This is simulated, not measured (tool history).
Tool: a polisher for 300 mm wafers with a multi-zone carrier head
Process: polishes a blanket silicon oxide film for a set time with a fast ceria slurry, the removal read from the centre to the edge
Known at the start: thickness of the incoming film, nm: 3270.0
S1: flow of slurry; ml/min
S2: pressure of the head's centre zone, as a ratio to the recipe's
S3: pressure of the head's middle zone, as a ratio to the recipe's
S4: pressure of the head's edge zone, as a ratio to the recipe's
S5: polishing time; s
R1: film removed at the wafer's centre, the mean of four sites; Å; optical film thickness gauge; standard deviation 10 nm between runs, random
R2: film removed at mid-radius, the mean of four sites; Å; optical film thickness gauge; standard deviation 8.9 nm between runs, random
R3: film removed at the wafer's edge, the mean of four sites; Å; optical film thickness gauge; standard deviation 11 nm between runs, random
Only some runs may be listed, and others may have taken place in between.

{"run": 1, "hour": 0.0, "S1": 280, "S2": 1.0, "S3": 1.0, "S4": 1.0, "S5": 42, "R1": 12030.0, "R2": 12441.0, "R3": 11876.0}
{"run": 2, "hour": 6.3, "S1": 280, "S2": 1.0, "S3": 1.0, "S4": 1.06, "S5": 42, "R1": 12252.0, "R2": 12176.0, "R3": 12334.0}
{"run": 3, "hour": 9.7, "S1": 275, "S2": 0.98, "S3": 0.98, "S4": 1.06, "S5": 40, "R1": 11452.0, "R2": 11464.0, "R3": 11834.0}
{"run": 4, "hour": 12.7, "S1": 275, "S2": 0.98, "S3": 0.98, "S4": 1.06, "S5": 33, "R1": 9300.2, "R2": 9303.2, "R3": 9700.8}
{"run": 5, "hour": 18.4, "S1": 275, "S2": 0.96, "S3": 0.97, "S4": 1.05, "S5": 32, "R1": 8743.7, "R2": 9024.6, "R3": 9183.8}
{"run": 6, "hour": 20.1, "S1": 210, "S2": 0.96, "S3": 0.97, "S4": 1.05, "S5": 32, "R1": 8633.5, "R2": 9008.4, "R3": 9148.5}
{"run": 7, "hour": 23.4, "S1": 210, "S2": 0.95, "S3": 0.96, "S4": 1.05, "S5": 32, "R1": 8316.3, "R2": 8788.0, "R3": 9102.9}
{"run": 8, "hour": 28.4, "S1": 210, "S2": 0.94, "S3": 0.95, "S4": 1.05, "S5": 32, "R1": 8631.9, "R2": 8622.3, "R3": 9021.1}
{"run": 9, "hour": 35.9, "S1": 210, "S2": 0.94, "S3": 0.95, "S4": 1.05, "S5": 32, "R1": 8277.1, "R2": 8544.0, "R3": 8842.8}
{"run": 10, "hour": 43.3, "S1": 210, "S2": 0.93, "S3": 0.95, "S4": 1.06, "S5": 32, "R1": 8437.2, "R2": 8590.8, "R3": 9003.3}
{"run": 11, "hour": 50.5, "S1": 205, "S2": 0.91, "S3": 0.95, "S4": 1.07, "S5": 32, "R1": 7942.6, "R2": 8665.5, "R3": 9218.3}
{"run": 12, "hour": 53.0, "S1": 205, "S2": 0.9, "S3": 0.94, "S4": 1.07, "S5": 32, "R1": 8173.3, "R2": 8662.7, "R3": 9290.7}
{"run": 13, "hour": 61.6, "S1": 205, "S2": 0.89, "S3": 0.93, "S4": 1.07, "S5": 32, "R1": 7963.3, "R2": 8462.5, "R3": 9039.0}

Expected results for the next run?
{"run": 14, "hour": 67.0, "S1": 205, "S2": 0.88, "S3": 0.92, "S4": 1.07, "S5": 32, "R1": "?", "R2": "?", "R3": "?"}

{"run 14": {"R1": 7782.5, "R2": 8321.3, "R3": 9265.7}}
